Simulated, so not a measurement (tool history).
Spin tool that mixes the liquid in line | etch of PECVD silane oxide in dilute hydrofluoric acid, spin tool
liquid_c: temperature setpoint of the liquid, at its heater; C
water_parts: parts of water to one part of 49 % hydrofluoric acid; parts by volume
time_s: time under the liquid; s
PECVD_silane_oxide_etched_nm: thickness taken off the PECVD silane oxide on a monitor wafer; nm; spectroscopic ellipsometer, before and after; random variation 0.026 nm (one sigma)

run 1 hour=0 | liquid_c=24 water_parts=170 time_s=75 | PECVD_silane_oxide_etched_nm=8.778
run 2 hour=2 | liquid_c=21.5 water_parts=180 time_s=75 | PECVD_silane_oxide_etched_nm=7.4922
run 3 hour=7.5 | liquid_c=21.5 water_parts=145 time_s=75 | PECVD_silane_oxide_etched_nm=9.6998
run 4 hour=10.9 | liquid_c=21.5 water_parts=95 time_s=75 | PECVD_silane_oxide_etched_nm=15.676
run 5 hour=12.9 | liquid_c=18 water_parts=95 time_s=75 | PECVD_silane_oxide_etched_nm=13.531
run 6 hour=21.1 | liquid_c=18 water_parts=95 time_s=80 | PECVD_silane_oxide_etched_nm=14.432

Forecast run 7:
run 7 hour=28.2 | liquid_c=17.5 water_parts=135 time_s=80 | PECVD_silane_oxide_etched_nm=?

PECVD_silane_oxide_etched_nm: 9.5198 nm
